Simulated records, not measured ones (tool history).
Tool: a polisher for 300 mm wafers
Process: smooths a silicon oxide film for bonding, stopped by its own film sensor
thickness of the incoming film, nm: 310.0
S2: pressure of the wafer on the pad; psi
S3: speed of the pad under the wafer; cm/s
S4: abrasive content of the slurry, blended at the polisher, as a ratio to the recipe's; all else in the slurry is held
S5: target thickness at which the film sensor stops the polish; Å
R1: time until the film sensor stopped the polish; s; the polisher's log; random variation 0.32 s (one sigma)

Run 1, hour 0: flow of slurry (ml/min) 155, S2 1.5 psi, S3 106 cm/s, S4 1, S5 2830 Å. Result: R1 47.694 s.
Run 2, hour 2: flow of slurry (ml/min) 160, S2 1.6 psi, S3 106 cm/s, S4 1, S5 2830 Å. Result: R1 45.254 s.
Run 3, hour 6.4: flow of slurry (ml/min) 160, S2 1.3 psi, S3 106 cm/s, S4 1, S5 2830 Å. Result: R1 54.493 s.
Run 4, hour 11.9: flow of slurry (ml/min) 185, S2 1.3 psi, S3 106 cm/s, S4 1, S5 2830 Å. Result: R1 52.635 s.
Run 5, hour 17.2: flow of slurry (ml/min) 185, S2 1.3 psi, S3 106 cm/s, S4 1.1, S5 2830 Å. Result: R1 49.977 s.
Run 6, hour 22.9: flow of slurry (ml/min) 220, S2 1.3 psi, S3 106 cm/s, S4 1.1, S5 2830 Å. Result: R1 48.802 s.
Run 7, hour 30.3: flow of slurry (ml/min) 220, S2 1.7 psi, S3 110 cm/s, S4 1.1, S5 2830 Å. Result: R1 38.755 s.

The next listed run, before its measurement:
Run 8, hour 31.3: flow of slurry (ml/min) 220, S2 1.8 psi, S3 110 cm/s, S4 1.1, S5 2830 Å. Result: R1 ?.

R1: 35.934 s
